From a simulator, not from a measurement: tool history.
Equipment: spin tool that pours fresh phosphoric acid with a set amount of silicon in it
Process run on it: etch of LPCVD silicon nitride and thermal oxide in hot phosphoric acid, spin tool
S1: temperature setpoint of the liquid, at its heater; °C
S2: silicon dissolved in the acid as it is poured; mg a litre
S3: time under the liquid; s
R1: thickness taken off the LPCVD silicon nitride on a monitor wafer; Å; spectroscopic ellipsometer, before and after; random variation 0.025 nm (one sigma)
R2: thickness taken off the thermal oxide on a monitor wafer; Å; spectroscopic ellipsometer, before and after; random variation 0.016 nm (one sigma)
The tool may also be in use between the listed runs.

run    day     S1    S2   S3       R1      R2
  1  0.000  160.0  10.5  120  102.800  2.3471
  2  0.167  158.5  10.5  120   97.083  1.7381
  3  0.462  158.5   8.0   95   76.384  2.1060
  4  0.550  158.5  10.5   95   77.623  2.0430
  5  0.783  158.5  10.5   75   61.310  1.6396
  6  1.038  158.5   7.5   75   61.118  1.3312
  7  1.150  158.5   7.5   75   60.646  1.5415

Run 8 comes next. What will it give?
  8  1.233  158.0  6.0  70   ?   ?

{"run 8": {"R1": 56.021, "R2": 1.4867}}

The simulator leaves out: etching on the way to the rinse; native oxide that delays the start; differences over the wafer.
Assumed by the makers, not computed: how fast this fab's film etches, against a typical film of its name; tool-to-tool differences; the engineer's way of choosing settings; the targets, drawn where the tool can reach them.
